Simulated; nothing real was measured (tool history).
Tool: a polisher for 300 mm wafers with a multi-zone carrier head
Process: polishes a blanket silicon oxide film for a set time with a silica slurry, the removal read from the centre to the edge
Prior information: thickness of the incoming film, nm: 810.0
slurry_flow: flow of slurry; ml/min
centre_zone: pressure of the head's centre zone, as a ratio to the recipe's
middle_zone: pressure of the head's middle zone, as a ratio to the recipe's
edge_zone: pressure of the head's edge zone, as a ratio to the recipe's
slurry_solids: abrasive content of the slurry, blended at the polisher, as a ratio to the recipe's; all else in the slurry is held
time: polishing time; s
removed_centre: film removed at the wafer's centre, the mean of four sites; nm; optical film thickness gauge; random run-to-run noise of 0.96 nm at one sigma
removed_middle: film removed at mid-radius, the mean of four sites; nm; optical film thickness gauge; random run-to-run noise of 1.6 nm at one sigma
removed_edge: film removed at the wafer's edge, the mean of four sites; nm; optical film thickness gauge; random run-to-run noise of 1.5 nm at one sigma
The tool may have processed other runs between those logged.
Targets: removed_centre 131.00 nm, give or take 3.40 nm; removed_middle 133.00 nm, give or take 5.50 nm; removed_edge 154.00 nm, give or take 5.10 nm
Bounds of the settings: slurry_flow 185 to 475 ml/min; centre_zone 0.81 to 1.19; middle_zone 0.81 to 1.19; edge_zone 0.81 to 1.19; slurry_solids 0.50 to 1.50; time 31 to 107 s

| run | day | slurry_flow | centre_zone | middle_zone | edge_zone | slurry_solids | time | removed_centre | removed_middle | removed_edge |
|---|---|---|---|---|---|---|---|---|---|---|
| 1 | 0.000 | 305 | 1.00 | 1.00 | 1.00 | 1.00 | 69 | 249.58 | 243.10 | 241.15 |
| 2 | 0.142 | 305 | 1.00 | 0.93 | 1.00 | 1.00 | 69 | 249.35 | 235.72 | 241.79 |
| 3 | 0.367 | 290 | 0.97 | 0.90 | 1.02 | 0.85 | 64 | 207.91 | 197.74 | 210.00 |
| 4 | 0.612 | 280 | 0.94 | 0.88 | 1.03 | 0.75 | 61 | 179.69 | 172.15 | 189.17 |
| 5 | 0.633 | 280 | 0.94 | 0.88 | 0.95 | 0.75 | 61 | 176.47 | 169.62 | 179.74 |
| 6 | 0.804 | 280 | 0.94 | 0.97 | 0.95 | 0.75 | 61 | 178.81 | 187.59 | 183.38 |
| 7 | 0.904 | 270 | 0.91 | 0.93 | 0.97 | 0.70 | 60 | 162.32 | 169.31 | 171.94 |
| 8 | 1.246 | 260 | 0.89 | 0.90 | 0.99 | 0.65 | 60 | 152.88 | 163.21 | 167.03 |
| 9 | 1.404 | 285 | 0.88 | 0.88 | 1.02 | 0.60 | 58 | 141.91 | 148.05 | 157.64 |

Next run, 4 choices. One meets every target within its allowed miss, the rest don't. Which?
| A | 1.562 | 250 | 1.07 | 0.81 | 1.15 | 0.50 | 60 | ? | ? | ? |
| B | 1.562 | 440 | 0.93 | 0.92 | 0.99 | 0.65 | 54 | ? | ? | ? |
| C | 1.562 | 275 | 0.84 | 0.81 | 1.01 | 0.65 | 54 | ? | ? | ? |
| D | 1.562 | 280 | 0.98 | 0.81 | 1.03 | 0.60 | 55 | ? | ? | ? |

| move | removed_centre | removed_middle | removed_edge |
|---|---|---|---|
| A | 158.88 | 129.67 | 155.68 |
| B | 151.48 | 153.77 | 155.44 |
| C | 130.27 | 135.71 | 152.02 |
| D | 149.15 | 132.87 | 150.30 |
A: its largest miss is bigger than the last run's
B: its largest miss is bigger than the last run's
C: all results in spec
D: its largest miss is bigger than the last run's
So the answer is move C, the one that meets all the targets.

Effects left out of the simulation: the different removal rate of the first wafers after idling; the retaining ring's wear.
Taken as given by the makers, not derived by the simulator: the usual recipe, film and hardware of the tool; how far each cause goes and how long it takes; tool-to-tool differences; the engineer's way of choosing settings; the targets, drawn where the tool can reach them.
